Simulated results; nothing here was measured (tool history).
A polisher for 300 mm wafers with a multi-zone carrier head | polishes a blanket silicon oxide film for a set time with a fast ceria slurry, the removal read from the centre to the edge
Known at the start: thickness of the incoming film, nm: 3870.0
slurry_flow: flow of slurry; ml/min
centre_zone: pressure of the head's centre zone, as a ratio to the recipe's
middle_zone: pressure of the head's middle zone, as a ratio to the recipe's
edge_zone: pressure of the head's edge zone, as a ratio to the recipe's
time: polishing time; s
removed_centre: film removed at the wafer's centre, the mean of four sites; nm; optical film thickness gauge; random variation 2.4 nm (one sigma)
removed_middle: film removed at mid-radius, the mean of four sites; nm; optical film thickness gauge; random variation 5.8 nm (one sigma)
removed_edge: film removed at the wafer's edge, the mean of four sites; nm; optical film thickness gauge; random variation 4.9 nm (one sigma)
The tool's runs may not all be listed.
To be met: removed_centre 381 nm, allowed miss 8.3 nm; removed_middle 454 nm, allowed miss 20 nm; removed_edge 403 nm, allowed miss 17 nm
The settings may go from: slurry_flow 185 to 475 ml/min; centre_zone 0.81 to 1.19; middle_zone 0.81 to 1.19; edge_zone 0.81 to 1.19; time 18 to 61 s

run  hour  slurry_flow  centre_zone  middle_zone  edge_zone  time  removed_centre  removed_middle  removed_edge
  1     0          305            1            1          1    39          544.19          520.32        514.11
  2   7.8          305            1            1       1.08    39          546.79           516.4        540.66
  3  13.5          305         0.92            1       1.08    39          492.83          512.68        549.75
  4  15.4          275         0.92            1       1.08    39          496.18          506.92         533.3
  5  21.7          275         0.96            1       1.08    39          512.65          524.87        534.09
  6  29.6          250         0.92            1       1.03    37          466.37           474.6        494.62
  7  34.5          235          0.9         1.04       0.98    36          432.25          485.27        467.86
  8  42.8          230         0.89         1.04       0.94    35          416.54          470.41        445.16
  9  50.1          225         0.88         1.04       0.91    35          410.07          463.72        439.81
 10  53.8          225         0.88         1.05       0.89    34          400.83          464.78        420.08
 11    58          220         0.87         1.05       0.88    34          396.78          463.49        426.35
 12  60.6          220         0.87         1.05       0.87    34          393.08          457.63        414.47
 13  66.5          220         0.87         1.05       0.87    34          395.66          450.68        416.25
 14  74.9          220         0.87         1.05       0.87    34          396.18          449.91        414.48

5 next moves are on the table. One of them brings every result within its allowed miss. Which?
  A  83.3          195         0.85         1.09       0.86    33               ?               ?             ?
  B  83.3          265         0.93         1.16       0.81    30               ?               ?             ?
  C  83.3          185         0.84         1.13       0.92    33               ?               ?             ?
  D  83.3          205         0.88         1.09       0.87    33               ?               ?             ?
  E  83.3          275         0.96         1.15       0.82    30               ?               ?             ?

move  removed_centre  removed_middle  removed_edge
   A          368.19          454.42        400.96
   B           383.5          452.22        366.75
   C          360.56          464.07        409.09
   D           384.5          457.73        404.99
   E          397.73          450.78        369.63
A: takes the result that was furthest off past its target
B: brings the result that was furthest off to its target, and leaves another outside
C: takes the result that was furthest off past its target
D: meets every target
E: further off than the last run
Answer: D
